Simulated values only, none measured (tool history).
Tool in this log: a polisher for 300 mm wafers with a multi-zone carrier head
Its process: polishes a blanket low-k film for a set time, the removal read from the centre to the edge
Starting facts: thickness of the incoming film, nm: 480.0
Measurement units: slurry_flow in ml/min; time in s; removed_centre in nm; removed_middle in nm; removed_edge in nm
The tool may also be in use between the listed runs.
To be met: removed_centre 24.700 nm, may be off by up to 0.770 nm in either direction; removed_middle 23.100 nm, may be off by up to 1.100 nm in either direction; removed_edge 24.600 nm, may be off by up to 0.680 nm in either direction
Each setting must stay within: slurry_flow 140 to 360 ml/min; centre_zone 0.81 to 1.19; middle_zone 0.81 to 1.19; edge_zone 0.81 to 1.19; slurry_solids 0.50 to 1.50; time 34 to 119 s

Run 1, hour 0.0: slurry_flow 230 ml/min, centre_zone 1.00, middle_zone 1.00, edge_zone 1.00, slurry_solids 1.00, time 76 s. Result: removed_centre 20.455 nm, removed_middle 20.203 nm, removed_edge 20.440 nm.
Run 2, hour 5.5: slurry_flow 240 ml/min, centre_zone 1.02, middle_zone 1.01, edge_zone 1.04, slurry_solids 1.05, time 76 s. Result: removed_centre 21.742 nm, removed_middle 21.252 nm, removed_edge 21.176 nm.
Run 3, hour 10.7: slurry_flow 245 ml/min, centre_zone 1.02, middle_zone 1.00, edge_zone 1.07, slurry_solids 1.10, time 76 s. Result: removed_centre 22.170 nm, removed_middle 21.605 nm, removed_edge 22.074 nm.
Run 4, hour 15.0: slurry_flow 195 ml/min, centre_zone 1.02, middle_zone 1.00, edge_zone 1.07, slurry_solids 1.10, time 76 s. Result: removed_centre 21.072 nm, removed_middle 20.600 nm, removed_edge 21.589 nm.
Run 5, hour 16.8: slurry_flow 195 ml/min, centre_zone 1.02, middle_zone 1.00, edge_zone 1.07, slurry_solids 1.10, time 57 s. Result: removed_centre 15.617 nm, removed_middle 15.691 nm, removed_edge 16.264 nm.
Run 6, hour 20.5: slurry_flow 205 ml/min, centre_zone 1.03, middle_zone 1.00, edge_zone 1.09, slurry_solids 1.20, time 60 s. Result: removed_centre 17.853 nm, removed_middle 17.014 nm, removed_edge 17.904 nm.
Run 7, hour 24.7: slurry_flow 210 ml/min, centre_zone 1.03, middle_zone 1.01, edge_zone 1.11, slurry_solids 1.25, time 62 s. Result: removed_centre 18.965 nm, removed_middle 18.326 nm, removed_edge 18.883 nm.
Run 8, hour 25.2: slurry_flow 215 ml/min, centre_zone 1.02, middle_zone 1.00, edge_zone 1.13, slurry_solids 1.30, time 64 s. Result: removed_centre 19.728 nm, removed_middle 18.541 nm, removed_edge 20.380 nm.
Run 9, hour 26.5: slurry_flow 230 ml/min, centre_zone 1.02, middle_zone 1.01, edge_zone 1.14, slurry_solids 1.35, time 65 s. Result: removed_centre 20.421 nm, removed_middle 19.795 nm, removed_edge 20.910 nm.
Run 10, hour 30.0: slurry_flow 240 ml/min, centre_zone 1.02, middle_zone 1.01, edge_zone 1.15, slurry_solids 1.40, time 66 s. Result: removed_centre 21.111 nm, removed_middle 20.747 nm, removed_edge 21.666 nm.
Run 11, hour 38.6: slurry_flow 245 ml/min, centre_zone 1.03, middle_zone 1.01, edge_zone 1.16, slurry_solids 1.40, time 67 s. Result: removed_centre 21.494 nm, removed_middle 21.183 nm, removed_edge 22.441 nm.
Run 12, hour 40.4: slurry_flow 255 ml/min, centre_zone 1.05, middle_zone 1.01, edge_zone 1.17, slurry_solids 1.40, time 67 s. Result: removed_centre 22.002 nm, removed_middle 21.286 nm, removed_edge 22.274 nm.

Consider the 4 candidate settings below. Which is the only one whose results all fall within their allowed miss of target?
Run A, hour 42.2: slurry_flow 220 ml/min, centre_zone 0.92, middle_zone 1.04, edge_zone 1.19, slurry_solids 1.10, time 69 s. Result: removed_centre ?, removed_middle ?, removed_edge ?.
Run B, hour 42.2: slurry_flow 245 ml/min, centre_zone 1.00, middle_zone 0.85, edge_zone 1.16, slurry_solids 1.45, time 69 s. Result: removed_centre ?, removed_middle ?, removed_edge ?.
Run C, hour 42.2: slurry_flow 245 ml/min, centre_zone 0.84, middle_zone 0.97, edge_zone 1.19, slurry_solids 1.35, time 74 s. Result: removed_centre ?, removed_middle ?, removed_edge ?.
Run D, hour 42.2: slurry_flow 260 ml/min, centre_zone 1.05, middle_zone 0.99, edge_zone 1.15, slurry_solids 1.40, time 74 s. Result: removed_centre ?, removed_middle ?, removed_edge ?.

move  removed_centre  removed_middle  removed_edge
   A          18.296          19.715        21.035
   B          22.227          19.382        23.549
   C          20.233          22.226        24.871
   D          24.690          23.026        24.909
A: its largest miss is bigger than the last run's
B: just as far off the targets as the last run
C: its largest miss is bigger than the last run's
D: all results land within tolerance of their targets
The move that meets every target is D.
